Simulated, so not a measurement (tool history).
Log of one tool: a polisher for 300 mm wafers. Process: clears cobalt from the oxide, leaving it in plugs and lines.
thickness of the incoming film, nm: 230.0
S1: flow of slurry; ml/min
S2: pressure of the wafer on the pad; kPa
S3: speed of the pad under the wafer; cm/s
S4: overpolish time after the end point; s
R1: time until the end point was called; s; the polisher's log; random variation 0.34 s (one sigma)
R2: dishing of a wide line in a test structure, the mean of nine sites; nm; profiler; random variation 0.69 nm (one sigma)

{"run": 1, "day": 0.0, "S1": 310, "S2": 16.5, "S3": 108, "S4": 12, "R1": 43.081, "R2": 42.655}
{"run": 2, "day": 0.342, "S1": 310, "S2": 17.9, "S3": 108, "S4": 12, "R1": 40.148, "R2": 42.881}
{"run": 3, "day": 0.425, "S1": 310, "S2": 18.6, "S3": 108, "S4": 13, "R1": 39.582, "R2": 44.634}
{"run": 4, "day": 0.462, "S1": 310, "S2": 18.6, "S3": 88, "S4": 13, "R1": 44.237, "R2": 42.415}
{"run": 5, "day": 0.525, "S1": 310, "S2": 18.6, "S3": 66, "S4": 13, "R1": 52.847, "R2": 39.462}
{"run": 6, "day": 0.796, "S1": 310, "S2": 20.7, "S3": 66, "S4": 13, "R1": 47.557, "R2": 40.886}
{"run": 7, "day": 1.133, "S1": 310, "S2": 20.7, "S3": 66, "S4": 13, "R1": 47.745, "R2": 41.105}

Forecast run 8:
{"run": 8, "day": 1.333, "S1": 315, "S2": 24.8, "S3": 70, "S4": 14, "R1": "?", "R2": "?"}

R1: 39.099 s
R2: 47.102 nm
